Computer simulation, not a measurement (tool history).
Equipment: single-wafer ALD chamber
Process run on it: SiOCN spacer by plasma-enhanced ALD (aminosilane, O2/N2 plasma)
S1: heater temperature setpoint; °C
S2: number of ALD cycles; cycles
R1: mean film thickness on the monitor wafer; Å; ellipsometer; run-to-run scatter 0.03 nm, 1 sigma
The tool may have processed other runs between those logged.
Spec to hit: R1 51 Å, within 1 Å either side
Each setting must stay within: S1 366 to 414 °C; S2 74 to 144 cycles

| run | hour | S1 | S2 | R1 |
|---|---|---|---|---|
| 1 | 0 | 390 | 109 | 59.569 |
| 2 | 0.5 | 397 | 109 | 59.822 |
| 3 | 4.5 | 397 | 105 | 57.792 |
| 4 | 7.8 | 389 | 105 | 57.493 |
| 5 | 12.8 | 389 | 102 | 56.049 |
| 6 | 18.7 | 389 | 99 | 54.288 |
| 7 | 26.4 | 389 | 97 | 52.915 |
| 8 | 34.2 | 389 | 96 | 52.602 |

Exercise: of the 5 proposed moves below, exactly one satisfies all targets within the stated allowed misses. Which move is it?
| A | 42 | 388 | 93 | ? |
| B | 42 | 405 | 104 | ? |
| C | 42 | 400 | 99 | ? |
| D | 42 | 388 | 99 | ? |
| E | 42 | 391 | 98 | ? |

| move | R1 |
|---|---|
| A | 50.832 |
| B | 56.299 |
| C | 54.111 |
| D | 54.111 |
| E | 53.565 |
A: hits every target within its allowed miss
B: the biggest miss grows against the last run
C: the biggest miss grows against the last run
D: the biggest miss grows against the last run
E: the biggest miss grows against the last run
Move A is the one to make.

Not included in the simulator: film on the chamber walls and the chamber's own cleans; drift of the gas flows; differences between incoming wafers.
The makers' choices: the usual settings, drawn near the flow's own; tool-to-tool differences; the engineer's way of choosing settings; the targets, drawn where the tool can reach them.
